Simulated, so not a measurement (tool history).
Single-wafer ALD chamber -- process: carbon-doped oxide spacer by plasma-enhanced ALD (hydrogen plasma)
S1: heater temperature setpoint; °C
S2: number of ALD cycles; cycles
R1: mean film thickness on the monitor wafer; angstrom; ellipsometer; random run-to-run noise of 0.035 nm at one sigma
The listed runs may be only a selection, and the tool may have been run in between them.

run  hour   S1   S2      R1
  1   0.0  395  268  122.82
  2   4.6  395  252  115.32
  3   9.9  404  252  113.70
  4  12.9  405  244  110.17
  5  17.3  396  244  112.46
  6  21.1  406  244  108.92
  7  23.8  408  241  106.95

Run 8 has not been measured yet. What should we expect?
  8  33.1  410  239   ?

R1: 106.05 angstrom

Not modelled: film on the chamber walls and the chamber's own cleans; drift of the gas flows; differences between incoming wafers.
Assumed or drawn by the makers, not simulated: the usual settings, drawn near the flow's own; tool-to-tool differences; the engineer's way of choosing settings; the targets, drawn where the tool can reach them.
